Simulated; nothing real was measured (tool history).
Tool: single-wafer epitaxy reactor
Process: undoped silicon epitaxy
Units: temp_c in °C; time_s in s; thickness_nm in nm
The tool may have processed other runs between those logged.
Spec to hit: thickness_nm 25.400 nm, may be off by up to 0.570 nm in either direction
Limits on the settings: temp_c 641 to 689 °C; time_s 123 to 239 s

run 1 hour=0.0 | temp_c=665 time_s=181 | thickness_nm=37.359
run 2 hour=8.4 | temp_c=663 time_s=181 | thickness_nm=36.123
run 3 hour=15.5 | temp_c=672 time_s=181 | thickness_nm=43.944
run 4 hour=22.4 | temp_c=669 time_s=181 | thickness_nm=40.896
run 5 hour=27.4 | temp_c=667 time_s=181 | thickness_nm=39.085
run 6 hour=36.3 | temp_c=665 time_s=181 | thickness_nm=37.322
run 7 hour=40.9 | temp_c=653 time_s=179 | thickness_nm=27.862
run 8 hour=48.8 | temp_c=648 time_s=179 | thickness_nm=24.707

Exactly one of the 4 candidate moves below puts every result within its allowed miss. Which one?
run A hour=56.7 | temp_c=645 time_s=189 | thickness_nm=?
run B hour=56.7 | temp_c=651 time_s=184 | thickness_nm=?
run C hour=56.7 | temp_c=647 time_s=189 | thickness_nm=?
run D hour=56.7 | temp_c=652 time_s=176 | thickness_nm=?

move=A thickness_nm=24.160
move=B thickness_nm=27.182
move=C thickness_nm=25.360
move=D thickness_nm=26.629
A: further off than the last run
B: carries the result that was furthest off beyond its target, to the other side
C: meets every target
D: carries the result that was furthest off beyond its target, to the other side
The right move is C.
